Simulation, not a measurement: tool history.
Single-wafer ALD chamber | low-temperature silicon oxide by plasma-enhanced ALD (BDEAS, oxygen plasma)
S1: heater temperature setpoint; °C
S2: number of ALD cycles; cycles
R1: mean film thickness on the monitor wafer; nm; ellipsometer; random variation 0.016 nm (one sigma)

{"run": 1, "day": 0.0, "S1": 110, "S2": 19, "R1": 2.7229}
{"run": 2, "day": 0.217, "S1": 110, "S2": 20, "R1": 2.8685}
{"run": 3, "day": 0.267, "S1": 120, "S2": 20, "R1": 2.7958}
{"run": 4, "day": 0.396, "S1": 118, "S2": 21, "R1": 2.9648}
{"run": 5, "day": 0.467, "S1": 128, "S2": 21, "R1": 2.9029}
{"run": 6, "day": 0.817, "S1": 134, "S2": 21, "R1": 2.8767}
{"run": 7, "day": 1.138, "S1": 133, "S2": 22, "R1": 3.0191}

The next listed run, before its measurement:
{"run": 8, "day": 1.3, "S1": 132, "S2": 23, "R1": "?"}

{"run 8": {"R1": 3.1558}}
